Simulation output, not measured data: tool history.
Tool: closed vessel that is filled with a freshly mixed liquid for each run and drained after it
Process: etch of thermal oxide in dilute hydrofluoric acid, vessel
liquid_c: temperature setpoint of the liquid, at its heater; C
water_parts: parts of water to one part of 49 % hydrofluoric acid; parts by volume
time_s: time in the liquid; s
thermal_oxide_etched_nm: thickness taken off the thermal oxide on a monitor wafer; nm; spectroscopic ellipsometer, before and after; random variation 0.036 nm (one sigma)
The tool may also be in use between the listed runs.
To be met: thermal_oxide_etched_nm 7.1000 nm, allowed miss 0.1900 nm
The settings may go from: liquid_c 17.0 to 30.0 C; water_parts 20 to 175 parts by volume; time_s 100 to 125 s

run 1 hour=0.0 | liquid_c=22.0 water_parts=95 time_s=125 | thermal_oxide_etched_nm=5.3091
run 2 hour=6.9 | liquid_c=23.0 water_parts=95 time_s=125 | thermal_oxide_etched_nm=5.5187
run 3 hour=10.8 | liquid_c=23.5 water_parts=95 time_s=125 | thermal_oxide_etched_nm=5.6825
run 4 hour=11.4 | liquid_c=24.0 water_parts=95 time_s=125 | thermal_oxide_etched_nm=5.7224
run 5 hour=15.5 | liquid_c=24.0 water_parts=75 time_s=125 | thermal_oxide_etched_nm=7.5105
run 6 hour=22.0 | liquid_c=24.0 water_parts=75 time_s=100 | thermal_oxide_etched_nm=6.0113
run 7 hour=25.5 | liquid_c=24.5 water_parts=75 time_s=100 | thermal_oxide_etched_nm=6.1472
run 8 hour=31.2 | liquid_c=25.0 water_parts=75 time_s=100 | thermal_oxide_etched_nm=6.2313
run 9 hour=37.7 | liquid_c=25.5 water_parts=75 time_s=100 | thermal_oxide_etched_nm=6.3987
run 10 hour=44.0 | liquid_c=26.0 water_parts=75 time_s=100 | thermal_oxide_etched_nm=6.4816
run 11 hour=52.3 | liquid_c=26.5 water_parts=75 time_s=100 | thermal_oxide_etched_nm=6.5835
run 12 hour=56.7 | liquid_c=27.0 water_parts=75 time_s=100 | thermal_oxide_etched_nm=6.7131

4 next moves are on the table. One of them brings every result within its allowed miss. Which?
run A hour=61.1 | liquid_c=26.0 water_parts=65 time_s=100 | thermal_oxide_etched_nm=?
run B hour=61.1 | liquid_c=30.0 water_parts=105 time_s=125 | thermal_oxide_etched_nm=?
run C hour=61.1 | liquid_c=26.5 water_parts=70 time_s=100 | thermal_oxide_etched_nm=?
run D hour=61.1 | liquid_c=24.0 water_parts=70 time_s=100 | thermal_oxide_etched_nm=?

move=A thermal_oxide_etched_nm=7.5672
move=B thermal_oxide_etched_nm=6.4675
move=C thermal_oxide_etched_nm=7.1193
move=D thermal_oxide_etched_nm=6.4403
A: takes the result that was furthest off past its target
B: further off than the last run
C: meets every target
D: further off than the last run
Answer: C

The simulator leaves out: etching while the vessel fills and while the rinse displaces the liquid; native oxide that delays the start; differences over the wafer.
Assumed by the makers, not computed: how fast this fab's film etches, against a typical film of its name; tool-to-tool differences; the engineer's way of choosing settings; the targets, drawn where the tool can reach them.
